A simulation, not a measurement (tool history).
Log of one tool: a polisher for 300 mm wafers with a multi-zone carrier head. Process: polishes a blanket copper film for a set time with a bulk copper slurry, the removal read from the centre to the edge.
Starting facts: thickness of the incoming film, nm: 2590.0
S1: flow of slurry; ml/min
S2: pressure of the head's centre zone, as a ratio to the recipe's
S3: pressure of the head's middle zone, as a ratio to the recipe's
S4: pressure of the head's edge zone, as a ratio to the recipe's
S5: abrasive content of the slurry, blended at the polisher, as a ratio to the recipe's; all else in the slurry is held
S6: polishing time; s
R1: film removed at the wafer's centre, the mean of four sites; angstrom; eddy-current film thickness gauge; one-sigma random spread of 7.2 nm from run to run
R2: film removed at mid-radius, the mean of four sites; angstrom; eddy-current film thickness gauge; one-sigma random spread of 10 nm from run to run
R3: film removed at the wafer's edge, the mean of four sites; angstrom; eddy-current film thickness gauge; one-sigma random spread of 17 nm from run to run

Run 1, hour 0.0: S1 305 ml/min, S2 1.00, S3 1.00, S4 1.00, S5 1.00, S6 75 s. Result: R1 8790.9 angstrom, R2 8892.9 angstrom, R3 8687.1 angstrom.
Run 2, hour 1.6: S1 305 ml/min, S2 0.99, S3 1.03, S4 1.04, S5 1.15, S6 76 s. Result: R1 9270.5 angstrom, R2 9643.5 angstrom, R3 9495.4 angstrom.
Run 3, hour 2.7: S1 310 ml/min, S2 0.98, S3 1.07, S4 1.07, S5 1.20, S6 76 s. Result: R1 9250.0 angstrom, R2 10002.0 angstrom, R3 9875.7 angstrom.
Run 4, hour 8.3: S1 310 ml/min, S2 0.98, S3 1.07, S4 1.07, S5 1.20, S6 92 s. Result: R1 11278.0 angstrom, R2 12156.0 angstrom, R3 11935.0 angstrom.
Run 5, hour 15.6: S1 255 ml/min, S2 0.98, S3 1.07, S4 1.07, S5 1.20, S6 92 s. Result: R1 11127.0 angstrom, R2 11848.0 angstrom, R3 11875.0 angstrom.
Run 6, hour 24.0: S1 255 ml/min, S2 0.96, S3 1.07, S4 1.05, S5 1.20, S6 92 s. Result: R1 10804.0 angstrom, R2 11847.0 angstrom, R3 11576.0 angstrom.
Run 7, hour 32.5: S1 250 ml/min, S2 0.94, S3 1.07, S4 1.05, S5 1.20, S6 92 s. Result: R1 10637.0 angstrom, R2 11838.0 angstrom, R3 11816.0 angstrom.
Run 8, hour 33.8: S1 245 ml/min, S2 0.93, S3 1.07, S4 1.03, S5 1.20, S6 92 s. Result: R1 10400.0 angstrom, R2 12133.0 angstrom, R3 11668.0 angstrom.
Run 9, hour 38.8: S1 240 ml/min, S2 0.92, S3 1.06, S4 1.02, S5 1.20, S6 92 s. Result: R1 10356.0 angstrom, R2 11974.0 angstrom, R3 11432.0 angstrom.

Estimate the outcome of run 10 from the log above:
Run 10, hour 41.8: S1 235 ml/min, S2 0.91, S3 1.06, S4 1.02, S5 1.20, S6 92 s. Result: R1 ?, R2 ?, R3 ?.

Run 10 gave R1 10410.0 angstrom, R2 11932.0 angstrom, R3 11471.0 angstrom.

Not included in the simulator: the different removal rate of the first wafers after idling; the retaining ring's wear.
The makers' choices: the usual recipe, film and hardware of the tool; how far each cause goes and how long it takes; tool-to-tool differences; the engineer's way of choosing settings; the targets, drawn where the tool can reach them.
